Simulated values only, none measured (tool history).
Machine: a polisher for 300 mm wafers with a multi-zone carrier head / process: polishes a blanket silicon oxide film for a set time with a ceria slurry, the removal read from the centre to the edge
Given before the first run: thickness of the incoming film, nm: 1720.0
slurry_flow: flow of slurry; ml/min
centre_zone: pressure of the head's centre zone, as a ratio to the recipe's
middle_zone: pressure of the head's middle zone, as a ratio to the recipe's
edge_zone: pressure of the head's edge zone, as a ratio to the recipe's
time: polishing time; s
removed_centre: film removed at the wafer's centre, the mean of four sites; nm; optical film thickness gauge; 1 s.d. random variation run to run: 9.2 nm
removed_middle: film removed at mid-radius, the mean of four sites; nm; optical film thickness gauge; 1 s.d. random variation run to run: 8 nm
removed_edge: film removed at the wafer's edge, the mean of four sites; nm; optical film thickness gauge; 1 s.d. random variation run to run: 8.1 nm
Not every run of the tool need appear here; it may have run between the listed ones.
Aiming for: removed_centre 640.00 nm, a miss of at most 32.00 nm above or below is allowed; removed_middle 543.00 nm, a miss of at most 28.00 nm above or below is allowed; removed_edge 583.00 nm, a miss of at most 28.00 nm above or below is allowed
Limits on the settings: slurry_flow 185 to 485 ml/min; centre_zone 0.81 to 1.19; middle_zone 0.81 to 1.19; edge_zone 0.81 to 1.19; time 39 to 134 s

Run 1, hour 0.0: slurry_flow 310 ml/min, centre_zone 1.00, middle_zone 1.00, edge_zone 1.00, time 86 s. Result: removed_centre 450.41 nm, removed_middle 439.24 nm, removed_edge 423.96 nm.
Run 2, hour 4.9: slurry_flow 310 ml/min, centre_zone 1.00, middle_zone 1.00, edge_zone 1.08, time 86 s. Result: removed_centre 460.20 nm, removed_middle 441.61 nm, removed_edge 451.49 nm.
Run 3, hour 12.8: slurry_flow 310 ml/min, centre_zone 1.00, middle_zone 1.00, edge_zone 1.02, time 86 s. Result: removed_centre 442.30 nm, removed_middle 426.81 nm, removed_edge 434.16 nm.
Run 4, hour 20.2: slurry_flow 310 ml/min, centre_zone 1.00, middle_zone 1.00, edge_zone 0.99, time 86 s. Result: removed_centre 459.23 nm, removed_middle 434.94 nm, removed_edge 432.24 nm.
Run 5, hour 24.8: slurry_flow 310 ml/min, centre_zone 1.00, middle_zone 1.00, edge_zone 0.99, time 97 s. Result: removed_centre 493.21 nm, removed_middle 476.63 nm, removed_edge 480.56 nm.
Run 6, hour 33.5: slurry_flow 310 ml/min, centre_zone 1.03, middle_zone 1.00, edge_zone 1.01, time 100 s. Result: removed_centre 536.61 nm, removed_middle 506.02 nm, removed_edge 502.29 nm.
Run 7, hour 37.1: slurry_flow 310 ml/min, centre_zone 1.05, middle_zone 0.99, edge_zone 1.03, time 102 s. Result: removed_centre 557.78 nm, removed_middle 508.13 nm, removed_edge 505.91 nm.
Run 8, hour 38.5: slurry_flow 310 ml/min, centre_zone 1.05, middle_zone 0.90, edge_zone 1.08, time 117 s. Result: removed_centre 632.75 nm, removed_middle 557.96 nm, removed_edge 621.03 nm.

Which one of the following 4 next-run settings gets every result inside its allowed miss? There is exactly one.
Run A, hour 39.9: slurry_flow 335 ml/min, centre_zone 1.09, middle_zone 0.95, edge_zone 1.08, time 121 s. Result: removed_centre ?, removed_middle ?, removed_edge ?.
Run B, hour 39.9: slurry_flow 280 ml/min, centre_zone 1.07, middle_zone 0.92, edge_zone 1.00, time 126 s. Result: removed_centre ?, removed_middle ?, removed_edge ?.
Run C, hour 39.9: slurry_flow 345 ml/min, centre_zone 1.06, middle_zone 0.90, edge_zone 0.99, time 116 s. Result: removed_centre ?, removed_middle ?, removed_edge ?.
Run D, hour 39.9: slurry_flow 295 ml/min, centre_zone 1.00, middle_zone 1.03, edge_zone 1.05, time 121 s. Result: removed_centre ?, removed_middle ?, removed_edge ?.

move  removed_centre  removed_middle  removed_edge
   A          680.38          582.05        632.23
   B          688.38          584.90        628.19
   C          638.84          537.54        581.96
   D          629.03          613.11        618.74
A: its largest miss is bigger than the last run's
B: its largest miss is bigger than the last run's
C: each result inside its tolerance
D: its largest miss is bigger than the last run's
Correct choice: C, which meets every target
